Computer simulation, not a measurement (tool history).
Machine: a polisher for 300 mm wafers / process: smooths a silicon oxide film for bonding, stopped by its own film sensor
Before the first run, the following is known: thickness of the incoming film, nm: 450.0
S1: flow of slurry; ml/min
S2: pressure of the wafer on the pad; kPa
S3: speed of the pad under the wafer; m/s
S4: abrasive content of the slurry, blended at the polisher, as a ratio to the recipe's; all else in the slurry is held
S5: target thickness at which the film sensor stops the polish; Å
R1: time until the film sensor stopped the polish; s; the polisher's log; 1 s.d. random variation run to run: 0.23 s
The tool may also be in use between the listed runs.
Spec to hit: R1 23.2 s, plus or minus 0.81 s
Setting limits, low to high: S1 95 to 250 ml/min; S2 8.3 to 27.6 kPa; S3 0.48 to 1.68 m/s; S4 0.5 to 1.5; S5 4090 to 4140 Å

run,hour,S1,S2,S3,S4,S5,R1
1,0,160,17.9,1.08,1,4090,40.916
2,8.9,165,20.7,1.08,1,4090,35.219
3,15,165,16.5,1.08,1,4090,43.477
4,22.3,170,20,1.1,1,4090,35.746
5,30.1,170,20,1.1,0.95,4090,37.488
6,31.2,170,22.1,1.14,0.95,4090,33.101
7,36.7,170,23.4,1.18,0.95,4090,29.669
8,40.4,170,24.8,1.2,0.95,4090,27.881
9,46,175,25.5,1.22,0.95,4090,26.59
10,47.7,175,25.5,1.22,0.95,4090,26.589
11,51.2,175,26.2,1.24,0.95,4090,26.18
12,52,175,26.9,1.28,0.95,4090,24.425

Next run, 4 choices. One meets every target within its allowed miss, the rest don't. Which?
A,52.8,195,27.6,1.36,0.95,4110,?
B,52.8,210,23.4,1.42,1.25,4100,?
C,52.8,155,27.6,1.12,1,4140,?
D,52.8,200,27.6,1.5,0.9,4090,?

move,R1
A,21.275
B,20.67
C,22.964
D,21.468
A: pushes the last run's worst result past its target
B: pushes the last run's worst result past its target
C: every result lands within tolerance
D: pushes the last run's worst result past its target
C is the move that brings every result within its allowed miss.
